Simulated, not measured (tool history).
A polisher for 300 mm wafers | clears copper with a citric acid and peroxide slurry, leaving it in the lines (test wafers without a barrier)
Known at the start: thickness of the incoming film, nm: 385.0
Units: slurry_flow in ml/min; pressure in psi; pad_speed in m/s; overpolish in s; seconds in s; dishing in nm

{"run": 1, "day": 0.0, "slurry_flow": 260, "pressure": 3.3, "pad_speed": 1.16, "slurry_solids": 1, "overpolish": 28, "seconds": 154.36, "dishing": 57.168}
{"run": 2, "day": 0.038, "slurry_flow": 260, "pressure": 3.5, "pad_speed": 1.26, "slurry_solids": 1, "overpolish": 21, "seconds": 137.44, "dishing": 48.571}
{"run": 3, "day": 0.108, "slurry_flow": 225, "pressure": 3.8, "pad_speed": 1.42, "slurry_solids": 0.85, "overpolish": 17, "seconds": 121.84, "dishing": 46.495}
{"run": 4, "day": 0.412, "slurry_flow": 200, "pressure": 4, "pad_speed": 1.56, "slurry_solids": 0.75, "overpolish": 14, "seconds": 109.48, "dishing": 44.196}
{"run": 5, "day": 0.65, "slurry_flow": 200, "pressure": 4, "pad_speed": 1.56, "slurry_solids": 0.75, "overpolish": 8, "seconds": 111.11, "dishing": 24.767}
{"run": 6, "day": 0.712, "slurry_flow": 205, "pressure": 4.3, "pad_speed": 1.56, "slurry_solids": 0.75, "overpolish": 8, "seconds": 104.96, "dishing": 27.222}
{"run": 7, "day": 0.929, "slurry_flow": 155, "pressure": 4.6, "pad_speed": 1.76, "slurry_solids": 0.75, "overpolish": 8, "seconds": 92.835, "dishing": 30.374}
{"run": 8, "day": 1.133, "slurry_flow": 155, "pressure": 4.6, "pad_speed": 1.76, "slurry_solids": 0.75, "overpolish": 8, "seconds": 90.754, "dishing": 30.294}

The next listed run, before its measurement:
{"run": 9, "day": 1.475, "slurry_flow": 160, "pressure": 4.6, "pad_speed": 1.76, "slurry_solids": 0.75, "overpolish": 8, "seconds": "?", "dishing": "?"}

seconds: 93.401 s
dishing: 31.197 nm
